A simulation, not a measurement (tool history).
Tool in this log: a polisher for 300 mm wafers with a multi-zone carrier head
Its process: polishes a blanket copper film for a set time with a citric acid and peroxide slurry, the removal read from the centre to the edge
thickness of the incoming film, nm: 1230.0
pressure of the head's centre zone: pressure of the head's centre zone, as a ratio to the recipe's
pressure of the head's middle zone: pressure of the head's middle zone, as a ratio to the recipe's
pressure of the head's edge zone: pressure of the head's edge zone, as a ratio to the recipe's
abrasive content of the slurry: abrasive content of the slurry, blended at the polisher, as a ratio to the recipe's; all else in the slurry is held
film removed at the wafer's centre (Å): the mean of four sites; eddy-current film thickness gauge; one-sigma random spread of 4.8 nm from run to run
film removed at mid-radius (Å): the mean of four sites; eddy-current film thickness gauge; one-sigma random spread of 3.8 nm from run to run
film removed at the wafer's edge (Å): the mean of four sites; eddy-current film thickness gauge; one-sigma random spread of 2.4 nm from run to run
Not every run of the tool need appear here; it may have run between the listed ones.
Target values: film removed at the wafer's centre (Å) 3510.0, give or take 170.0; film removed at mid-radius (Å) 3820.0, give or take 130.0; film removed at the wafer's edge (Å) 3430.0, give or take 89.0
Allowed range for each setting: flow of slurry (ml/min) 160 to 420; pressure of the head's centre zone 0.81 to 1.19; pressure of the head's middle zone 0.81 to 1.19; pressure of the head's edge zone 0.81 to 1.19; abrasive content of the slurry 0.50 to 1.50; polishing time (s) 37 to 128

run,hour,flow of slurry (ml/min),pressure of the head's centre zone,pressure of the head's middle zone,pressure of the head's edge zone,abrasive content of the slurry,polishing time (s),film removed at the wafer's centre (Å),film removed at mid-radius (Å),film removed at the wafer's edge (Å)
1,0.0,270,1.00,1.00,1.00,1.00,82,2595.1,2485.7,2516.8
2,8.4,270,0.92,1.00,1.00,1.00,82,2372.2,2494.6,2491.2
3,15.1,270,0.92,0.94,1.00,1.00,82,2452.6,2292.6,2460.6
4,21.7,205,0.92,0.94,1.00,1.00,82,2341.8,2267.5,2466.9
5,27.7,255,0.92,0.94,1.00,1.00,82,2370.3,2299.3,2491.8
6,35.5,255,0.92,0.94,1.00,1.00,97,2869.0,2786.8,2929.9
7,43.3,255,0.92,0.94,1.00,1.00,97,2793.4,2782.4,2942.7
8,47.5,260,0.95,0.98,1.02,1.05,97,2901.1,2909.2,2957.2
9,48.9,300,1.01,1.08,1.12,1.30,102,3396.9,3497.3,3360.2

Which of these 4 next moves meets every target?
A,50.3,240,1.10,1.16,0.89,1.30,105,?,?,?
B,50.3,300,1.04,1.14,1.18,1.20,103,?,?,?
C,50.3,310,1.19,1.10,0.98,1.30,100,?,?,?
D,50.3,270,1.03,1.19,1.13,1.05,107,?,?,?

move,film removed at the wafer's centre (Å),film removed at mid-radius (Å),film removed at the wafer's edge (Å)
A,3726.5,3683.3,3160.8
B,3511.1,3589.3,3419.2
C,3909.4,3427.2,3159.4
D,3513.5,3762.8,3405.7
A: lands further from the targets than the last run did
B: gains on the last run, yet a result remains outside its allowed miss
C: lands further from the targets than the last run did
D: all results land within tolerance of their targets
The right move is D.

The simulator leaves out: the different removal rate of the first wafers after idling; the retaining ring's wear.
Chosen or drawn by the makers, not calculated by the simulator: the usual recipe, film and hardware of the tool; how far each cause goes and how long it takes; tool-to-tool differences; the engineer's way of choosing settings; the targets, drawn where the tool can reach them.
